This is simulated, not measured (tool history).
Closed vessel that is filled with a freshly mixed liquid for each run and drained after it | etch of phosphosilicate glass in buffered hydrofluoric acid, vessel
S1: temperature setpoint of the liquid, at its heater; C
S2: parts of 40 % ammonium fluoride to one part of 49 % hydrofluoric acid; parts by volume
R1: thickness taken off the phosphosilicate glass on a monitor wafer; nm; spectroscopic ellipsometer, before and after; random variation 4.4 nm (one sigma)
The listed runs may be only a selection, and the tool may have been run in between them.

{"run": 1, "hour": 0.0, "S1": 22.0, "S2": 13.0, "time in the liquid (s)": 100, "R1": 554.48}
{"run": 2, "hour": 9.3, "S1": 23.0, "S2": 13.0, "time in the liquid (s)": 100, "R1": 587.42}
{"run": 3, "hour": 13.5, "S1": 23.0, "S2": 13.0, "time in the liquid (s)": 100, "R1": 586.93}
{"run": 4, "hour": 21.5, "S1": 23.0, "S2": 13.0, "time in the liquid (s)": 105, "R1": 616.92}
{"run": 5, "hour": 27.0, "S1": 23.0, "S2": 11.5, "time in the liquid (s)": 105, "R1": 689.3}
{"run": 6, "hour": 35.4, "S1": 23.5, "S2": 11.5, "time in the liquid (s)": 105, "R1": 710.87}
{"run": 7, "hour": 38.7, "S1": 24.0, "S2": 11.5, "time in the liquid (s)": 105, "R1": 735.78}
{"run": 8, "hour": 41.0, "S1": 24.5, "S2": 11.5, "time in the liquid (s)": 105, "R1": 753.22}
{"run": 9, "hour": 42.1, "S1": 24.5, "S2": 11.5, "time in the liquid (s)": 105, "R1": 754.39}

Run 10, settings as shown, results not yet in. Your forecast:
{"run": 10, "hour": 44.5, "S1": 25.0, "S2": 11.5, "time in the liquid (s)": 105, "R1": "?"}

{"run 10": {"R1": 774.87}}

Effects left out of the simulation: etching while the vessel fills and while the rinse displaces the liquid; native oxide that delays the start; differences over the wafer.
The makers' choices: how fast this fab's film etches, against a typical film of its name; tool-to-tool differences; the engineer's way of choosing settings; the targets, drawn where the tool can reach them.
